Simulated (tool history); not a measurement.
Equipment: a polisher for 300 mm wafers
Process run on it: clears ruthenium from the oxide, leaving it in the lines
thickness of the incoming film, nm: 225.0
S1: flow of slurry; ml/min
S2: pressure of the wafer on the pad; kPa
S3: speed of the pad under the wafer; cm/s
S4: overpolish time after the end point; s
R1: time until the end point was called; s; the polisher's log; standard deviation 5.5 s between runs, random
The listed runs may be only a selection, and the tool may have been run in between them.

run	hour	S1	S2	S3	S4	R1
1	0.0	230	14.5	128	26	173.78
2	5.8	230	14.5	108	26	202.98
3	10.1	230	14.5	108	26	196.29
4	12.3	205	14.5	108	26	204.07
5	21.1	205	14.5	138	26	169.79
6	25.2	200	11.7	132	26	213.23

What does the tool deliver on the next run?
# hour 31.8: worn pad replaced by a new one
7	31.8	195	10.3	128	26	?

R1: 231.81 s
